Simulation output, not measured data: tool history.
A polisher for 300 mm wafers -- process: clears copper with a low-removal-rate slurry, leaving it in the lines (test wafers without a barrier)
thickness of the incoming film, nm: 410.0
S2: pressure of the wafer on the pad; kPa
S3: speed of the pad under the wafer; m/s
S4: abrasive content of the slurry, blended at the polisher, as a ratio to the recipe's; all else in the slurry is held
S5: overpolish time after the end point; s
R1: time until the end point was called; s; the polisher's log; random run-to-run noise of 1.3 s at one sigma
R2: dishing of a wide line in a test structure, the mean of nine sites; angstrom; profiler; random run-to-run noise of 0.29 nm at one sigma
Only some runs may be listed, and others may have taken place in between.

run 1 hour=0.0 | flow_of_slurry_(ml/min)=210 S2=20.7 S3=1.04 S4=1.00 S5=8 | R1=107.330 R2=239.710
run 2 hour=4.0 | flow_of_slurry_(ml/min)=210 S2=21.4 S3=1.06 S4=1.00 S5=6 | R1=102.060 R2=189.170
run 3 hour=10.8 | flow_of_slurry_(ml/min)=210 S2=22.8 S3=1.06 S4=1.00 S5=5 | R1=96.521 R2=173.130
run 4 hour=12.3 | flow_of_slurry_(ml/min)=210 S2=22.8 S3=1.06 S4=1.20 S5=5 | R1=90.630 R2=175.020
run 5 hour=16.5 | flow_of_slurry_(ml/min)=210 S2=19.3 S3=1.06 S4=1.20 S5=5 | R1=109.740 R2=151.820
run 6 hour=21.5 | flow_of_slurry_(ml/min)=210 S2=20.7 S3=1.06 S4=1.30 S5=4 | R1=98.976 R2=131.870
run 7 hour=28.4 | flow_of_slurry_(ml/min)=215 S2=21.4 S3=1.06 S4=1.30 S5=4 | R1=92.801 R2=145.450
run 8 hour=36.3 | flow_of_slurry_(ml/min)=155 S2=23.4 S3=1.22 S4=1.30 S5=2 | R1=78.616 R2=84.495
run 9 hour=44.5 | flow_of_slurry_(ml/min)=170 S2=23.4 S3=1.22 S4=1.30 S5=2 | R1=77.590 R2=82.546
run 10 hour=51.3 | flow_of_slurry_(ml/min)=170 S2=23.4 S3=1.22 S4=1.30 S5=2 | R1=76.227 R2=85.115
run 11 hour=54.2 | flow_of_slurry_(ml/min)=170 S2=22.8 S3=1.22 S4=1.30 S5=6 | R1=79.530 R2=239.530
run 12 hour=60.7 | flow_of_slurry_(ml/min)=175 S2=22.8 S3=1.22 S4=1.20 S5=5 | R1=81.524 R2=194.300
run 13 hour=67.4 | flow_of_slurry_(ml/min)=170 S2=23.4 S3=1.20 S4=1.20 S5=5 | R1=81.538 R2=197.590
run 14 hour=76.4 | flow_of_slurry_(ml/min)=175 S2=23.4 S3=1.22 S4=1.20 S5=5 | R1=80.144 R2=208.060
run 15 hour=80.6 | flow_of_slurry_(ml/min)=170 S2=23.4 S3=1.20 S4=1.25 S5=5 | R1=79.841 R2=202.430
run 16 hour=82.8 | flow_of_slurry_(ml/min)=175 S2=23.4 S3=1.22 S4=1.20 S5=5 | R1=77.848 R2=198.110

Run 17 comes next. What will it give?
run 17 hour=89.8 | flow_of_slurry_(ml/min)=170 S2=23.4 S3=1.22 S4=1.15 S5=4 | R1=? R2=?

R1: 79.454 s
R2: 161.550 angstrom
